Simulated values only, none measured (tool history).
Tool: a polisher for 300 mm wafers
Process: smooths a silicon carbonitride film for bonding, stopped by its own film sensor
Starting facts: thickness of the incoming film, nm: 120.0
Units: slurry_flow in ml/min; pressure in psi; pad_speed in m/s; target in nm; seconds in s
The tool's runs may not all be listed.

run 1 hour=0 | slurry_flow=185 pressure=2.1 pad_speed=0.8 slurry_solids=1 target=87 | seconds=133.19
run 2 hour=5.4 | slurry_flow=185 pressure=2.1 pad_speed=0.88 slurry_solids=1 target=87 | seconds=124.75
run 3 hour=10.3 | slurry_flow=185 pressure=2 pad_speed=0.88 slurry_solids=1 target=87 | seconds=125.32
run 4 hour=12.5 | slurry_flow=185 pressure=1.9 pad_speed=0.88 slurry_solids=1 target=87 | seconds=135.85
run 5 hour=16.2 | slurry_flow=185 pressure=1.8 pad_speed=0.88 slurry_solids=1 target=87 | seconds=143.36
run 6 hour=22 | slurry_flow=185 pressure=1.7 pad_speed=0.88 slurry_solids=1 target=87 | seconds=143.65

What does the tool deliver on the next run?
run 7 hour=27.4 | slurry_flow=185 pressure=1.6 pad_speed=0.88 slurry_solids=1 target=87 | seconds=?

seconds: 156.91 s
